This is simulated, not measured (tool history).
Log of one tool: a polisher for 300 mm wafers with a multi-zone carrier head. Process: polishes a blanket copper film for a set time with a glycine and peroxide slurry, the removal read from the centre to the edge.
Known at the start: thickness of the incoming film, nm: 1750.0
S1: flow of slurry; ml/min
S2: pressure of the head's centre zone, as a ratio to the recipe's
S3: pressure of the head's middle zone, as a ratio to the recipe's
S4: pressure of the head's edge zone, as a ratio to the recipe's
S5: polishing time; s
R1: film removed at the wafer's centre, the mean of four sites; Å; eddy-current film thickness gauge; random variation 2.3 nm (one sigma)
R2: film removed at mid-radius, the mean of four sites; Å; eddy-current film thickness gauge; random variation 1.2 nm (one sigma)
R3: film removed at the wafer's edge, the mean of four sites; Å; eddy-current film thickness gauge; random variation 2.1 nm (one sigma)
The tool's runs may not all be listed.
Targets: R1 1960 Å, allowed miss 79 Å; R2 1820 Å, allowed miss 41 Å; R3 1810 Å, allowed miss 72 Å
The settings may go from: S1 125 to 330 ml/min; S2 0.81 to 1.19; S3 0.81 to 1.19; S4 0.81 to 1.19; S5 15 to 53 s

run,day,S1,S2,S3,S4,S5,R1,R2,R3
1,0,210,1,1,1,34,1689.4,1637.5,1674.3
2,0.346,210,1,1,1.04,34,1683.8,1674.9,1642.6
3,0.5,210,0.94,1,1.04,34,1593,1654.1,1675.4
4,0.675,210,0.94,1,1.04,25,1177.9,1214.1,1257.5
5,0.892,215,0.96,1,1.05,27,1277.3,1309.5,1342.1
6,1.108,185,0.96,1,1.05,27,1249.7,1285.8,1329.2
7,1.175,190,0.98,1,1.05,29,1396.4,1374.8,1438.2
8,1.392,180,1,1.02,1.06,30,1442.5,1452.5,1458.6
9,1.5,180,1.01,1.02,1.06,31,1507.4,1484.5,1546.7
10,1.742,240,1.11,1.12,1.13,33,1890.3,1797,1683.1
11,1.879,240,1.11,1.11,1.14,33,1858.1,1782.7,1706
12,2.025,245,1.11,1.11,1.15,33,1871.7,1770.7,1761.5

4 next moves are on the table. One of them brings every result within its allowed miss. Which?
A,2.171,225,1.08,1.07,1.19,33,?,?,?
B,2.171,275,1.12,1.09,1.13,34,?,?,?
C,2.171,185,1.06,1.03,1.19,35,?,?,?
D,2.171,195,1.06,1.15,1.14,34,?,?,?

move,R1,R2,R3
A,1767.1,1700.4,1770.9
B,1942.1,1822.6,1809.7
C,1776.7,1697.5,1836.8
D,1744.7,1815.8,1753.9
A: further off than the last run
B: meets every target
C: further off than the last run
D: brings the result that was furthest off to its target, and leaves another outside
Move B is the one to make.
